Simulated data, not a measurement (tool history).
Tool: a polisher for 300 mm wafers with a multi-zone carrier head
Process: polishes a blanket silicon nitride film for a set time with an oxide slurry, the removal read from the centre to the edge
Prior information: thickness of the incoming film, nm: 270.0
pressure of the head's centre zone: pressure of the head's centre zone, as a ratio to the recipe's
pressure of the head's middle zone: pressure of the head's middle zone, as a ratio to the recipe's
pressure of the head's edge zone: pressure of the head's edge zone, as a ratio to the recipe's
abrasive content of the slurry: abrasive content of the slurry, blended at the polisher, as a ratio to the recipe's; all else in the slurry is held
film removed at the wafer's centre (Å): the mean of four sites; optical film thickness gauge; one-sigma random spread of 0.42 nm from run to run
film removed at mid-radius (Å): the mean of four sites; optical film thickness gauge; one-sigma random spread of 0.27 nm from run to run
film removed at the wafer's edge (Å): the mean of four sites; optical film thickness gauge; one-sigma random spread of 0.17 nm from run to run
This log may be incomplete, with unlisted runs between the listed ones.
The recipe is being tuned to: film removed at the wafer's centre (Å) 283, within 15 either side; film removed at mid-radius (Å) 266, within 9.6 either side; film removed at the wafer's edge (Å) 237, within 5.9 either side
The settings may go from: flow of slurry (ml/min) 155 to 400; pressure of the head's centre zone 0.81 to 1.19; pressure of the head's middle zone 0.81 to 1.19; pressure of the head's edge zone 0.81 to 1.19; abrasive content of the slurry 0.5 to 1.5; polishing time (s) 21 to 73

run,hour,flow of slurry (ml/min),pressure of the head's centre zone,pressure of the head's middle zone,pressure of the head's edge zone,abrasive content of the slurry,polishing time (s),film removed at the wafer's centre (Å),film removed at mid-radius (Å),film removed at the wafer's edge (Å)
1,0,255,1,1,1,1,47,316.35,318.4,299.19
2,5.4,255,0.94,1,1,1,47,307.86,312.13,299.83
3,6.3,315,0.94,1,1,1,47,316.28,326.44,308.06
4,9,315,0.94,1,1,1,57,369.68,395.31,370.06
5,12.7,310,0.95,0.99,0.97,0.95,56,361.59,374.86,354.69
6,13.9,310,0.95,0.99,0.94,0.95,56,365.63,376.38,344.37
7,20.7,305,0.95,0.99,0.92,0.9,55,352.51,358.29,324.91
8,26.4,305,0.95,0.99,0.92,0.9,55,348.59,357.83,327.66
9,27.5,300,0.96,0.99,0.9,0.85,54,327.61,334.24,311.33
10,36.4,300,0.99,1,0.89,0.8,53,329.49,327.55,294.94
11,45.1,265,1,0.94,0.81,0.55,52,267.35,243.82,225.63
12,52.7,275,1,0.95,0.81,0.55,52,263.52,252.36,223.57
13,53.3,280,1.01,0.95,0.82,0.55,52,265.02,251.51,229.5

4 next moves are on the table. One of them brings every result within its allowed miss. Which?
A,53.9,205,1.11,1.03,0.81,0.65,48,?,?,?
B,53.9,325,1.04,0.97,0.83,0.8,44,?,?,?
C,53.9,295,0.96,0.84,1.01,0.5,53,?,?,?
D,53.9,255,1.06,0.92,0.86,0.6,51,?,?,?

move,film removed at the wafer's centre (Å),film removed at mid-radius (Å),film removed at the wafer's edge (Å)
A,276.51,263.85,223.54
B,285.14,270.77,240.58
C,248.18,222.98,245.47
D,280.7,251.98,239.46
A: the worst result of the last run now meets its target, but another is out of spec
B: hits every target within its allowed miss
C: misses by more than the last run did
D: about the same distance from the targets as the last run
The right move is B.

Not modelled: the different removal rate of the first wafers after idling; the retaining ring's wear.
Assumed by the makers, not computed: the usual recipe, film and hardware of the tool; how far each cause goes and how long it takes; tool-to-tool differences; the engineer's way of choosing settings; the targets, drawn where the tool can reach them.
